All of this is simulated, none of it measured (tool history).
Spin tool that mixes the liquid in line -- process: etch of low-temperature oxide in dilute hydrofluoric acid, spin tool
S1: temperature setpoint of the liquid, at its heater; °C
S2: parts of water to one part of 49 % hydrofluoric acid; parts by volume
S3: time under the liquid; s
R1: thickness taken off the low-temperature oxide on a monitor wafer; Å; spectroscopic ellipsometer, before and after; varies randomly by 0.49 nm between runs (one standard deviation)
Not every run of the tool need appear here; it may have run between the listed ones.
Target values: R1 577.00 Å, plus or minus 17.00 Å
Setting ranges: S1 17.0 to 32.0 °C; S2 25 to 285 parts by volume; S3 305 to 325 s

run 1 hour=0.0 | S1=24.0 S2=155 S3=305 | R1=224.27
run 2 hour=2.4 | S1=25.5 S2=140 S3=305 | R1=264.74
run 3 hour=8.2 | S1=29.0 S2=140 S3=305 | R1=304.40
run 4 hour=15.4 | S1=32.0 S2=140 S3=305 | R1=337.23
run 5 hour=20.4 | S1=32.0 S2=130 S3=305 | R1=374.19
run 6 hour=23.0 | S1=32.0 S2=130 S3=305 | R1=370.04
run 7 hour=25.9 | S1=32.0 S2=120 S3=305 | R1=406.82
run 8 hour=32.5 | S1=32.0 S2=115 S3=305 | R1=425.90
run 9 hour=37.8 | S1=32.0 S2=70 S3=305 | R1=757.03
run 10 hour=42.3 | S1=30.5 S2=70 S3=305 | R1=711.18
run 11 hour=48.4 | S1=29.5 S2=70 S3=305 | R1=683.06
run 12 hour=50.2 | S1=25.5 S2=75 S3=305 | R1=549.71
run 13 hour=53.0 | S1=26.0 S2=75 S3=305 | R1=548.85

Consider the 5 candidate settings below. Which is the only one whose results all fall within their allowed miss of target?
run A hour=55.8 | S1=26.0 S2=80 S3=325 | R1=?
run B hour=55.8 | S1=26.5 S2=70 S3=305 | R1=?
run C hour=55.8 | S1=25.5 S2=70 S3=305 | R1=?
run D hour=55.8 | S1=25.0 S2=65 S3=310 | R1=?
run E hour=55.8 | S1=26.0 S2=70 S3=325 | R1=?

move=A R1=553.94
move=B R1=614.23
move=C R1=590.24
move=D R1=637.44
move=E R1=641.62
A: better than the last run, though not everything is in spec
B: takes the result that was furthest off past its target
C: in spec on every target
D: takes the result that was furthest off past its target
E: takes the result that was furthest off past its target
The right move is C.

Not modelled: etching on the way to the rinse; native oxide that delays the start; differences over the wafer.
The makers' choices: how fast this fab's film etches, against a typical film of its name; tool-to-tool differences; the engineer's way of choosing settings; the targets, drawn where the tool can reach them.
